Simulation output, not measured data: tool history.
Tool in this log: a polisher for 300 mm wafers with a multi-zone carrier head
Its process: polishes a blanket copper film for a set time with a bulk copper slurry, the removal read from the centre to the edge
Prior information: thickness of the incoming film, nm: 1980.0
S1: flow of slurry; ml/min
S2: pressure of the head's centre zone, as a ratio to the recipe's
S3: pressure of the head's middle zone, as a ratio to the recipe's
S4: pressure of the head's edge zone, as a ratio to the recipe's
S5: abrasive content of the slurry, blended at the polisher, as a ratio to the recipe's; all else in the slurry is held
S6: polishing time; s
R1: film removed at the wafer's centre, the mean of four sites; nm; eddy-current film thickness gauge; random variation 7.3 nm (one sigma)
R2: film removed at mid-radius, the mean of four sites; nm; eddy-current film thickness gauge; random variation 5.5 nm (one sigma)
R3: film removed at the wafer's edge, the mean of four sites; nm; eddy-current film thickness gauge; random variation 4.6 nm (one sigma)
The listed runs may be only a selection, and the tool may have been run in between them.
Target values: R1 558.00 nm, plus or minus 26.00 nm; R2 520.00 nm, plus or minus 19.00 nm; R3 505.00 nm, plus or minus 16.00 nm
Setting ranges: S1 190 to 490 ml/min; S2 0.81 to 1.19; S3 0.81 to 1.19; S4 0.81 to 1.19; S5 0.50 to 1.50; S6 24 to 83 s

run  hour   S1    S2    S3    S4    S5  S6      R1      R2      R3
  1   0.0  315  1.00  1.00  1.00  1.00  53  791.17  787.45  800.34
  2   1.0  315  0.97  1.00  1.00  1.00  53  754.66  774.48  800.83
  3   9.6  315  1.02  1.00  1.00  1.00  53  808.91  777.01  788.17
  4  16.6  315  1.02  1.00  0.98  0.95  51  781.63  735.20  751.97
  5  24.6  315  1.02  1.06  0.98  0.95  51  788.75  764.10  763.52
  6  27.4  315  1.02  1.06  1.04  0.95  51  779.49  768.12  784.43
  7  35.3  315  1.02  1.06  1.01  0.90  49  743.92  740.86  721.91
  8  42.8  300  0.95  0.96  0.91  0.65  40  517.04  511.80  526.72
  9  51.0  300  0.96  0.96  0.90  0.65  40  510.16  516.25  525.42
 10  56.9  305  0.98  0.96  0.89  0.65  40  542.07  511.59  530.24

Exactly one of the 5 candidate moves below puts every result within its allowed miss. Which one?
  A  62.8  260  0.93  0.87  0.93  0.55  45   ?   ?   ?
  B  62.8  315  1.00  0.89  0.94  0.55  42   ?   ?   ?
  C  62.8  270  1.05  1.01  0.85  0.55  41   ?   ?   ?
  D  62.8  370  1.04  0.88  0.87  0.60  39   ?   ?   ?
  E  62.8  195  0.98  0.93  0.84  0.65  44   ?   ?   ?

move      R1      R2      R3
   A  543.69  504.62  569.13
   B  558.11  489.32  541.27
   C  562.97  522.71  502.27
   D  557.68  464.94  502.88
   E  557.11  520.31  539.69
A: lands further from the targets than the last run did
B: lands further from the targets than the last run did
C: all results land within tolerance of their targets
D: the worst result of the last run now meets its target, but another is out of spec
E: lands further from the targets than the last run did
So the answer is move C, the one that meets all the targets.
